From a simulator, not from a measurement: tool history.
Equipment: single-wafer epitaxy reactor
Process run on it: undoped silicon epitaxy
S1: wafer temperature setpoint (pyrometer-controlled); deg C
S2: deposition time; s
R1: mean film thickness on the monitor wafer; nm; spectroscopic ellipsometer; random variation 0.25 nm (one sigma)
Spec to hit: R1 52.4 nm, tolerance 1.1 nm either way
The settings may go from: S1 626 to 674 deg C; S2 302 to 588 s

run  hour   S1   S2      R1
  1     0  650  445  71.443
  2   3.7  650  390  62.916
  3  11.5  648  390  59.984
  4    16  647  390  57.562
  5    21  647  444  65.467
  6  29.2  647  478  71.367
  7  34.8  644  478  65.886
  8  41.1  642  478  62.907
  9    48  641  478  61.207

Exactly one of the 5 candidate moves below puts every result within its allowed miss. Which one?
  A  54.9  638  438   ?
  B  54.9  635  500   ?
  C  54.9  644  484   ?
  D  54.9  638  468   ?
  E  54.9  632  490   ?

move      R1
   A  51.992
   B  54.949
   C   66.91
   D  55.553
   E  49.827
A: every result within its allowed miss
B: nearer the targets than the last run, but a result is still out of spec
C: lands further from the targets than the last run did
D: nearer the targets than the last run, but a result is still out of spec
E: takes the biggest miss from the last run beyond its target
A meets every target.
